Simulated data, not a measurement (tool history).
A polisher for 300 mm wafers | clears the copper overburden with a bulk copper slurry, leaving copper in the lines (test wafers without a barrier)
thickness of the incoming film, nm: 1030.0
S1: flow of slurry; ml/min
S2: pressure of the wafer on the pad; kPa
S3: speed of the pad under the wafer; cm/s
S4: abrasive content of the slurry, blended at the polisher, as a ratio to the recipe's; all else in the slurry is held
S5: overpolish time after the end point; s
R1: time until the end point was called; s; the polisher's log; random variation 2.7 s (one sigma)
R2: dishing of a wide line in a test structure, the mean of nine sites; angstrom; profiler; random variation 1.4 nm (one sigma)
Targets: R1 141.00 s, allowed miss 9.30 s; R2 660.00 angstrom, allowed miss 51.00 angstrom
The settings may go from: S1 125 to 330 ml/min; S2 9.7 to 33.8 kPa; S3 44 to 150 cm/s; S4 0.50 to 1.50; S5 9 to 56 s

run 1 hour=0.0 | S1=210 S2=21.4 S3=96 S4=1.00 S5=29 | R1=115.84 R2=893.75
run 2 hour=7.9 | S1=210 S2=16.5 S3=96 S4=1.00 S5=29 | R1=158.45 R2=746.79
run 3 hour=12.0 | S1=210 S2=16.5 S3=96 S4=1.00 S5=26 | R1=153.81 R2=727.41
run 4 hour=15.0 | S1=210 S2=12.4 S3=96 S4=1.00 S5=26 | R1=201.90 R2=580.01
run 5 hour=19.3 | S1=210 S2=12.4 S3=80 S4=1.00 S5=26 | R1=247.96 R2=535.26
run 6 hour=25.4 | S1=210 S2=12.4 S3=80 S4=0.90 S5=26 | R1=242.10 R2=538.14
run 7 hour=27.2 | S1=210 S2=13.8 S3=82 S4=0.90 S5=24 | R1=216.49 R2=545.65
run 8 hour=35.6 | S1=210 S2=15.2 S3=82 S4=0.90 S5=23 | R1=191.73 R2=595.69
run 9 hour=37.2 | S1=210 S2=15.9 S3=82 S4=0.90 S5=22 | R1=190.24 R2=574.03
run 10 hour=40.5 | S1=210 S2=16.5 S3=82 S4=0.90 S5=21 | R1=186.83 R2=612.41
run 11 hour=41.4 | S1=210 S2=17.2 S3=84 S4=0.90 S5=19 | R1=175.53 R2=566.42
run 12 hour=50.2 | S1=210 S2=17.9 S3=84 S4=0.90 S5=19 | R1=158.21 R2=591.67
run 13 hour=51.0 | S1=210 S2=17.9 S3=84 S4=0.90 S5=19 | R1=164.92 R2=604.61
run 14 hour=54.3 | S1=210 S2=18.6 S3=84 S4=0.90 S5=19 | R1=162.46 R2=615.81
run 15 hour=62.5 | S1=210 S2=19.3 S3=84 S4=0.90 S5=19 | R1=152.04 R2=616.29

4 next moves are on the table. One of them brings every result within its allowed miss. Which?
run A hour=70.7 | S1=170 S2=20.0 S3=86 S4=1.15 S5=19 | R1=? R2=?
run B hour=70.7 | S1=195 S2=20.7 S3=86 S4=0.95 S5=14 | R1=? R2=?
run C hour=70.7 | S1=235 S2=21.4 S3=64 S4=0.75 S5=29 | R1=? R2=?
run D hour=70.7 | S1=145 S2=15.2 S3=96 S4=1.25 S5=20 | R1=? R2=?

move=A R1=143.43 R2=669.23
move=B R1=142.61 R2=556.21
move=C R1=183.19 R2=747.91
move=D R1=170.73 R2=593.36
A: meets every target
B: brings the result that was furthest off to its target, and leaves another outside
C: further off than the last run
D: further off than the last run
The right move is A.
